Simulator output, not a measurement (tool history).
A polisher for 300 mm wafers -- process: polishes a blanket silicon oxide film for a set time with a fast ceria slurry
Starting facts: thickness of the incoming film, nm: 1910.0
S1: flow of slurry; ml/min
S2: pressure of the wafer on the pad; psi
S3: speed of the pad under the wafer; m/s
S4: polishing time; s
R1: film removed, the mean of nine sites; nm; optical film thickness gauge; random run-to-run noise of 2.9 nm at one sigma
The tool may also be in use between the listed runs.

run,hour,S1,S2,S3,S4,R1
1,0,180,2.1,1.06,36,390
2,9,135,2.1,1.06,36,373.87
3,10,135,1.8,1.04,36,309.61
4,15.6,135,1.8,1.04,36,315.37
5,22.5,135,1.8,1.04,36,305.98
6,31.4,135,1.8,1.04,33,289.19
7,33,135,1.7,1.04,33,272.56
8,41,135,1.6,1.04,33,248.43

Predict the results of run 9:
9,46.8,135,1.6,1.04,33,?

R1: 255.61 nm
